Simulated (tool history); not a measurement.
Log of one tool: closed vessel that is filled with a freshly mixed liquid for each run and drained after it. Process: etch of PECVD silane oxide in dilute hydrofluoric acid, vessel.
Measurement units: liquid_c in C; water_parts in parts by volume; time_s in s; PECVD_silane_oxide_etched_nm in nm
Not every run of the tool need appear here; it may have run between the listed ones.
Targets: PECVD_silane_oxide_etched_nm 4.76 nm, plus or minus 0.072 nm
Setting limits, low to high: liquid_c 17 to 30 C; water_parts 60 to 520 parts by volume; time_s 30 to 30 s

run	day	liquid_c	water_parts	time_s	PECVD_silane_oxide_etched_nm
1	0	22	290	30	3.1329
2	0.358	19	290	30	2.8079
3	0.725	20	285	30	2.9522
4	0.95	21	280	30	3.1339
5	1.25	22	275	30	3.3284
6	1.379	22	225	30	4.2905
7	1.65	22.5	225	30	4.36
8	1.821	23	225	30	4.4526
9	1.933	24	225	30	4.6272
10	2.083	24	225	30	4.5924

Next run, 5 choices. One meets every target within its allowed miss, the rest don't. Which?
A	2.233	27	245	30	?
B	2.233	26.5	240	30	?
C	2.233	25.5	230	30	?
D	2.233	22.5	225	30	?
E	2.233	21.5	225	30	?

move	PECVD_silane_oxide_etched_nm
A	4.6087
B	4.6488
C	4.7336
D	4.362
E	4.2027
A: nearer than the last run, and not there yet
B: nearer than the last run, and not there yet
C: every result lands within tolerance
D: moves away from the targets compared with the last run
E: moves away from the targets compared with the last run
Move C is the one to make.
